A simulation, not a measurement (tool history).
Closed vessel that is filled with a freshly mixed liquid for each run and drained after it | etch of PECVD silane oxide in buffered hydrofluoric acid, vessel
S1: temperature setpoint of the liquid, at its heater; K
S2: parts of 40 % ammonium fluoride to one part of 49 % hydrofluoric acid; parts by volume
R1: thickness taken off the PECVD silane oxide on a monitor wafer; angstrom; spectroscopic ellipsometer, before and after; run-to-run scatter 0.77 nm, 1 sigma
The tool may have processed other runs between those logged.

{"run": 1, "day": 0.0, "S1": 295.15, "S2": 23.5, "time in the liquid (s)": 100, "R1": 1704.8}
{"run": 2, "day": 0.229, "S1": 294.65, "S2": 24.5, "time in the liquid (s)": 100, "R1": 1619.9}
{"run": 3, "day": 0.571, "S1": 294.65, "S2": 30, "time in the liquid (s)": 100, "R1": 1413.8}
{"run": 4, "day": 0.675, "S1": 294.65, "S2": 30, "time in the liquid (s)": 110, "R1": 1555.4}
{"run": 5, "day": 1.012, "S1": 294.15, "S2": 30, "time in the liquid (s)": 110, "R1": 1514.7}
{"run": 6, "day": 1.058, "S1": 293.65, "S2": 30, "time in the liquid (s)": 110, "R1": 1452}
{"run": 7, "day": 1.388, "S1": 293.15, "S2": 30, "time in the liquid (s)": 110, "R1": 1415}
{"run": 8, "day": 1.558, "S1": 292.65, "S2": 30, "time in the liquid (s)": 110, "R1": 1371.9}
{"run": 9, "day": 1.896, "S1": 292.15, "S2": 30, "time in the liquid (s)": 110, "R1": 1358.6}
{"run": 10, "day": 2.112, "S1": 291.65, "S2": 30, "time in the liquid (s)": 110, "R1": 1289.4}

Predict the results of run 11:
{"run": 11, "day": 2.425, "S1": 290.65, "S2": 30, "time in the liquid (s)": 105, "R1": "?"}

R1: 1178.7 angstrom
